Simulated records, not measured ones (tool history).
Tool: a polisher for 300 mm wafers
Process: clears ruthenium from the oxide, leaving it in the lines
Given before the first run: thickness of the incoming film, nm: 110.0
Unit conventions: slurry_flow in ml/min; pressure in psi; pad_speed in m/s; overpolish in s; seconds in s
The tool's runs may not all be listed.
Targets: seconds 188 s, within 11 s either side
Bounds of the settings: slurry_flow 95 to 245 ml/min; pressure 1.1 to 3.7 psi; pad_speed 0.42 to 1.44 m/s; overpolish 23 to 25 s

run,day,slurry_flow,pressure,pad_speed,overpolish,seconds
1,0,155,2.4,0.92,23,91.304
2,0.258,155,2,0.92,23,109.32
3,0.496,155,1.8,0.9,23,127.65
4,0.538,155,1.8,0.9,25,122.32
5,0.667,155,1.7,0.88,25,132.68
6,0.688,155,1.6,0.86,25,143.33
7,0.917,155,1.5,0.86,25,150.13
8,1.021,155,1.4,0.86,25,162.96
9,1.183,155,1.4,0.86,25,164.05
10,1.421,155,1.3,0.86,25,179.23

5 candidate next runs follow, results not yet known. Just one meets every target within its allowed miss. Identify it.
A,1.658,190,1.4,0.82,23,?
B,1.658,145,1.3,0.82,25,?
C,1.658,160,1.2,1,24,?
D,1.658,185,1.1,1.08,23,?
E,1.658,145,1.3,0.94,23,?

move,seconds
A,166.58
B,187.23
C,164.23
D,161.68
E,164.54
A: its largest miss is bigger than the last run's
B: all results in spec
C: its largest miss is bigger than the last run's
D: its largest miss is bigger than the last run's
E: its largest miss is bigger than the last run's
The move that meets every target is B.
